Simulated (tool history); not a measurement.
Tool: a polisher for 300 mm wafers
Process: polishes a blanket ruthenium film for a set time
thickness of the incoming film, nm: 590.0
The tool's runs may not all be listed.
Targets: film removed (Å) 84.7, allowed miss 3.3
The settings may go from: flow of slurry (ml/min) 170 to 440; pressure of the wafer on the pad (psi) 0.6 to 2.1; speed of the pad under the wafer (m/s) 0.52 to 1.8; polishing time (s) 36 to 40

run	hour	flow of slurry (ml/min)	pressure of the wafer on the pad (psi)	speed of the pad under the wafer (m/s)	polishing time (s)	film removed (Å)
1	0	280	1.3	1.16	40	277.46
2	3	350	1.3	1.16	40	291.26
3	11.9	300	1.3	1.16	40	286.05
4	17.6	265	1.1	0.94	39	191.8
5	21.3	215	1.1	0.94	39	186.14
6	25.8	170	1.1	0.94	39	182.87
7	29.2	170	0.9	0.8	39	129.54
8	30.8	170	0.8	0.76	39	110.4
9	37.7	170	0.7	0.74	39	95.836

Which of these 5 next moves meets every target?
A	44.6	170	0.9	0.62	36	?
B	44.6	170	0.8	0.66	39	?
C	44.6	170	0.8	0.66	38	?
D	44.6	200	0.8	0.56	40	?
E	44.6	170	0.9	0.58	38	?

move	film removed (Å)
A	93.245
B	95.777
C	93.321
D	85.734
E	92.423
A: nearer than the last run, and not there yet
B: as far off as the last run
C: nearer than the last run, and not there yet
D: meets every target
E: nearer than the last run, and not there yet
Answer: D
